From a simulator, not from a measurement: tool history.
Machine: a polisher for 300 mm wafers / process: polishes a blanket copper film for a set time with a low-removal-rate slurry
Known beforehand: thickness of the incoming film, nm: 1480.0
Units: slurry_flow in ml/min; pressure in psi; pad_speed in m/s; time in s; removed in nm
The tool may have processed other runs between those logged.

Run 1, day 0: slurry_flow 200 ml/min, pressure 2.1 psi, pad_speed 1.1 m/s, slurry_solids 1, time 42 s. Result: removed 92.696 nm.
Run 2, day 0.108: slurry_flow 200 ml/min, pressure 2.1 psi, pad_speed 0.88 m/s, slurry_solids 1, time 42 s. Result: removed 75.604 nm.
Run 3, day 0.296: slurry_flow 200 ml/min, pressure 2.1 psi, pad_speed 1.12 m/s, slurry_solids 1, time 42 s. Result: removed 93.206 nm.
Run 4, day 0.508: slurry_flow 200 ml/min, pressure 1.9 psi, pad_speed 1.12 m/s, slurry_solids 1, time 42 s. Result: removed 85.963 nm.
Run 5, day 0.817: slurry_flow 200 ml/min, pressure 1.9 psi, pad_speed 1.4 m/s, slurry_solids 1, time 42 s. Result: removed 105.52 nm.
Run 6, day 0.933: slurry_flow 200 ml/min, pressure 1.9 psi, pad_speed 1.14 m/s, slurry_solids 1, time 42 s. Result: removed 86.373 nm.

Run 7 has not been measured yet. What should we expect?
Run 7, day 1.308: slurry_flow 205 ml/min, pressure 2.1 psi, pad_speed 1.14 m/s, slurry_solids 1, time 42 s. Result: removed ?.

removed: 95.318 nm

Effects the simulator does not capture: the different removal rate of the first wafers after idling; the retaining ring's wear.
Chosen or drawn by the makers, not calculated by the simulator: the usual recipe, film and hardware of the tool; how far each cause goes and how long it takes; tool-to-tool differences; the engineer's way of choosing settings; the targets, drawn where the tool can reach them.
